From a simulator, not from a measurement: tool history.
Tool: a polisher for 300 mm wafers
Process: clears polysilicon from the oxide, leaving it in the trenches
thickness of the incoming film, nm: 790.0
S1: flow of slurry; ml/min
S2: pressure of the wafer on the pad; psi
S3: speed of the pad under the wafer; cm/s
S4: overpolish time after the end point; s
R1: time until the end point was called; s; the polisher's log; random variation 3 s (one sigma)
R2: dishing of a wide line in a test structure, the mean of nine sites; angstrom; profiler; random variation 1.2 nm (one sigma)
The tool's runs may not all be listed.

Run 1, hour 0: S1 285 ml/min, S2 1.7 psi, S3 102 cm/s, S4 24 s. Result: R1 90.572 s, R2 747.11 angstrom.
Run 2, hour 1.1: S1 285 ml/min, S2 1.7 psi, S3 88 cm/s, S4 24 s. Result: R1 101.64 s, R2 735 angstrom.
Run 3, hour 4.7: S1 285 ml/min, S2 1.7 psi, S3 112 cm/s, S4 24 s. Result: R1 79.46 s, R2 772 angstrom.
Run 4, hour 12.8: S1 350 ml/min, S2 1.7 psi, S3 112 cm/s, S4 24 s. Result: R1 80.201 s, R2 787.16 angstrom.
Run 5, hour 13.7: S1 410 ml/min, S2 1.7 psi, S3 112 cm/s, S4 24 s. Result: R1 81.231 s, R2 805.02 angstrom.
Run 6, hour 17.9: S1 410 ml/min, S2 1.6 psi, S3 108 cm/s, S4 23 s. Result: R1 85.456 s, R2 751.17 angstrom.
Run 7, hour 24.3: S1 410 ml/min, S2 1.5 psi, S3 104 cm/s, S4 24 s. Result: R1 97.475 s, R2 749.37 angstrom.
Run 8, hour 33.1: S1 410 ml/min, S2 1.4 psi, S3 102 cm/s, S4 24 s. Result: R1 103.66 s, R2 708.05 angstrom.
At hour 36: worn pad replaced by a new one.
Run 9, hour 36: S1 410 ml/min, S2 1.3 psi, S3 100 cm/s, S4 25 s. Result: R1 101.71 s, R2 769.51 angstrom.

The next listed run, before its measurement:
Run 10, hour 38.2: S1 410 ml/min, S2 1.3 psi, S3 96 cm/s, S4 25 s. Result: R1 ?, R2 ?.

R1: 106.26 s
R2: 706.35 angstrom
